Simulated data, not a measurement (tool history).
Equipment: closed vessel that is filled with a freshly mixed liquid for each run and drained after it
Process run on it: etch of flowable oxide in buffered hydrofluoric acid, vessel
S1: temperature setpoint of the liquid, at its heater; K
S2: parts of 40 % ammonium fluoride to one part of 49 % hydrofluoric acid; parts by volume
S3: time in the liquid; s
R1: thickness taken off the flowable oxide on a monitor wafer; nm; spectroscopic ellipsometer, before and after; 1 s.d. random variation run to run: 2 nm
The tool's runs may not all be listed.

Run 1, hour 0.0: S1 297.15 K, S2 12.5 parts by volume, S3 95 s. Result: R1 225.70 nm.
Run 2, hour 0.9: S1 298.65 K, S2 11.5 parts by volume, S3 95 s. Result: R1 265.51 nm.
Run 3, hour 9.2: S1 298.65 K, S2 11.5 parts by volume, S3 105 s. Result: R1 292.99 nm.
Run 4, hour 10.9: S1 299.65 K, S2 11.0 parts by volume, S3 105 s. Result: R1 325.29 nm.
Run 5, hour 12.3: S1 300.65 K, S2 10.5 parts by volume, S3 105 s. Result: R1 356.92 nm.
Run 6, hour 13.8: S1 301.15 K, S2 10.0 parts by volume, S3 105 s. Result: R1 387.12 nm.
Run 7, hour 16.4: S1 301.65 K, S2 9.5 parts by volume, S3 105 s. Result: R1 406.40 nm.
Run 8, hour 20.7: S1 301.65 K, S2 9.5 parts by volume, S3 105 s. Result: R1 406.73 nm.
Run 9, hour 28.0: S1 302.15 K, S2 9.5 parts by volume, S3 105 s. Result: R1 417.77 nm.
Run 10, hour 31.9: S1 302.65 K, S2 9.5 parts by volume, S3 105 s. Result: R1 429.64 nm.
Run 11, hour 38.2: S1 303.15 K, S2 9.5 parts by volume, S3 105 s. Result: R1 438.96 nm.

Predict the results of run 12:
Run 12, hour 41.9: S1 303.65 K, S2 9.5 parts by volume, S3 105 s. Result: R1 ?.

R1: 449.79 nm
